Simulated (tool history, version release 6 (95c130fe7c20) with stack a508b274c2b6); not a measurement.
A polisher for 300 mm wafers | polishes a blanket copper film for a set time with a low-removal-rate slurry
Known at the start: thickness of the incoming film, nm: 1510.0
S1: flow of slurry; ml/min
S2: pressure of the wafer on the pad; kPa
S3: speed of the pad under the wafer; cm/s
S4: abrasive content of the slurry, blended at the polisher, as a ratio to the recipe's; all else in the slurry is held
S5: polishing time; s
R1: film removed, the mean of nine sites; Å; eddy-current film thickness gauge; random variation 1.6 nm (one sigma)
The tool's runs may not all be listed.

run 1 hour=0 | S1=205 S2=22.1 S3=114 S4=1 S5=42 | R1=1943.6
run 2 hour=7.9 | S1=210 S2=22.8 S3=114 S4=1 S5=42 | R1=2014.2
run 3 hour=15.9 | S1=210 S2=22.8 S3=114 S4=0.9 S5=42 | R1=1979.5
run 4 hour=20.4 | S1=215 S2=23.4 S3=114 S4=0.9 S5=42 | R1=2032.5
run 5 hour=21 | S1=215 S2=21.4 S3=114 S4=0.9 S5=42 | R1=1849.4
run 6 hour=29.4 | S1=215 S2=17.2 S3=114 S4=0.9 S5=42 | R1=1517.9
run 7 hour=31.8 | S1=220 S2=18.6 S3=114 S4=0.9 S5=42 | R1=1631.1
-- hour=36.3 head pressure recalibrated
run 8 hour=36.3 | S1=225 S2=20 S3=114 S4=0.9 S5=42 | R1=1652.4
run 9 hour=42.6 | S1=215 S2=20.7 S3=114 S4=0.9 S5=42 | R1=1720.5
run 10 hour=46.7 | S1=215 S2=21.4 S3=114 S4=0.9 S5=42 | R1=1789.5
run 11 hour=47.9 | S1=215 S2=22.1 S3=114 S4=0.9 S5=42 | R1=1829
run 12 hour=56.4 | S1=210 S2=22.8 S3=114 S4=0.9 S5=42 | R1=1852
run 13 hour=57.5 | S1=265 S2=29 S3=114 S4=0.9 S5=42 | R1=2405.6

The next listed run, before its measurement:
run 14 hour=58.2 | S1=255 S2=29 S3=114 S4=0.9 S5=42 | R1=?

Run 14 gave R1 2387.1 Å.

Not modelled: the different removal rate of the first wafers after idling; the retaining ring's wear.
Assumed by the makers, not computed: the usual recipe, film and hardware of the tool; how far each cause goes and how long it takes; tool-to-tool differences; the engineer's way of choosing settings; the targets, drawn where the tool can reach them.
